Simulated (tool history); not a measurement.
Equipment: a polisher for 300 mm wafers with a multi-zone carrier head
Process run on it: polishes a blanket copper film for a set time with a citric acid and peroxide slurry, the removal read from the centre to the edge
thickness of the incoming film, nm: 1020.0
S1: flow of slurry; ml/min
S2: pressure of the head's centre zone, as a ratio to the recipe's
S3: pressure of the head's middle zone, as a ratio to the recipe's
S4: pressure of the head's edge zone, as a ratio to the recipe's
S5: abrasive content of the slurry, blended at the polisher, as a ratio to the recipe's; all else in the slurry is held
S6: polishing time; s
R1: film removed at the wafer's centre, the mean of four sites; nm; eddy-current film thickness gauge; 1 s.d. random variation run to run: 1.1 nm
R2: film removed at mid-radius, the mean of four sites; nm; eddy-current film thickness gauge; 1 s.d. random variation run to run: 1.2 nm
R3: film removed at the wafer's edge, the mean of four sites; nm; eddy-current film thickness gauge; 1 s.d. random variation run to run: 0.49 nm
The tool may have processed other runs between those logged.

run,hour,S1,S2,S3,S4,S5,S6,R1,R2,R3
1,0.0,185,1.00,1.00,1.00,1.00,71,100.490,103.140,100.030
2,5.1,180,0.98,0.99,0.98,0.90,71,97.547,100.020,96.877
3,7.5,180,0.98,0.99,0.98,0.70,71,92.350,94.579,93.382
4,9.6,155,0.98,0.99,0.98,0.70,71,90.131,90.867,91.257
5,16.3,150,0.96,0.99,0.96,0.65,71,87.124,92.205,89.086
6,21.4,150,0.96,0.99,0.96,0.80,71,90.330,95.153,91.419
7,26.8,125,0.86,0.95,0.86,0.55,69,69.557,78.291,78.134

Expected results for the next run?
8,31.2,130,0.86,0.96,0.86,0.55,69,?,?,?

{"run 8": {"R1": 68.739, "R2": 82.027, "R3": 77.838}}
